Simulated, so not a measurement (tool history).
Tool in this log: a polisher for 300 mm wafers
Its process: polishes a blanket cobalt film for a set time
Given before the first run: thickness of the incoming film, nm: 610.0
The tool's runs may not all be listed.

run	hour	flow of slurry (ml/min)	pressure of the wafer on the pad (psi)	speed of the pad under the wafer (m/s)	polishing time (s)	film removed (angstrom)
1	0.0	235	2.2	0.94	55	2635.0
2	4.4	240	2.4	0.94	55	2843.0
3	7.9	240	2.4	0.94	58	3017.9
4	10.2	240	2.6	0.94	58	3197.9
5	14.5	240	2.4	0.94	58	3045.6
6	18.6	245	2.6	0.94	58	3178.7

Predict the results of run 7:
7	21.4	245	2.8	0.94	58	?

{"run 7": {"film removed (angstrom)": 3412.3}}
